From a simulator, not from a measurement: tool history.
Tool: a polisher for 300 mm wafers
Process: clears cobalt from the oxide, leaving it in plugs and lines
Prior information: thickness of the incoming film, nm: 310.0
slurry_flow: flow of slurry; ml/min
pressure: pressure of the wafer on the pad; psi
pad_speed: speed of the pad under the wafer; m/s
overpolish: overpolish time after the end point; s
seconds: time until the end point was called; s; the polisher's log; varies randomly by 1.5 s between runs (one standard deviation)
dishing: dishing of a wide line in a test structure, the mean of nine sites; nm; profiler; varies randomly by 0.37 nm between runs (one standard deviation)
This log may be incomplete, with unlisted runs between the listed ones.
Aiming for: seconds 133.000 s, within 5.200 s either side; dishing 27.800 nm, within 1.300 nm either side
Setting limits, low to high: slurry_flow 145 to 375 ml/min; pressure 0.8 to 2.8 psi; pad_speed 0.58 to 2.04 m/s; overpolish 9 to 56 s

run  hour  slurry_flow  pressure  pad_speed  overpolish  seconds  dishing
  1   0.0          240       1.8       1.30          29   62.730   31.928
  2   1.3          240       1.7       1.28          27   67.354   30.631
  3   2.4          240       1.6       1.26          28   74.782   32.058
  4   3.4          230       1.6       1.22          26   76.458   31.277
  5  12.2          230       1.9       1.22          26   63.115   31.508
  6  21.0          235       1.8       1.20          24   68.186   31.145
  7  25.2          240       1.7       1.20          22   72.295   30.181
  8  28.9          240       1.6       1.20          21   78.954   29.891
  9  29.9          240       1.5       1.20          20   82.976   29.628
 10  36.6          240       1.4       1.20          19   85.930   28.291
 11  38.2          240       1.3       1.18          20   96.126   28.844
 12  39.1          240       1.2       1.18          20  102.120   28.006
 13  41.3          240       0.8       1.10          34  158.450   29.041
 14  42.2          240       0.8       1.10          33  164.960   28.130
 15  43.4          245       1.3       1.12          27  102.680   30.115
 16  45.7          235       1.3       1.12          27   99.861   30.445
 17  47.0          245       1.3       1.12          27   99.676   29.378
 18  55.8          240       1.3       1.12          26  100.030   29.759

Which of these 5 next moves meets every target?
  A  64.6          185       0.9       1.10          28        ?        ?
  B  64.6          295       1.0       1.06          20        ?        ?
  C  64.6          145       1.0       1.00          44        ?        ?
  D  64.6          180       1.1       1.02          26        ?        ?
  E  64.6          240       1.2       1.04          25        ?        ?

move  seconds  dishing
   A  148.710   27.405
   B  133.760   24.940
   C  151.480   30.792
   D  132.630   27.731
   E  116.540   28.491
A: the result that was furthest off in the last run now lies on the other side of its target
B: puts the biggest miss on target and leaves a different result outside tolerance
C: the result that was furthest off in the last run now lies on the other side of its target
D: each result inside its tolerance
E: moves toward the targets from the last run without getting all of them in spec
So the answer is move D, the one that meets all the targets.
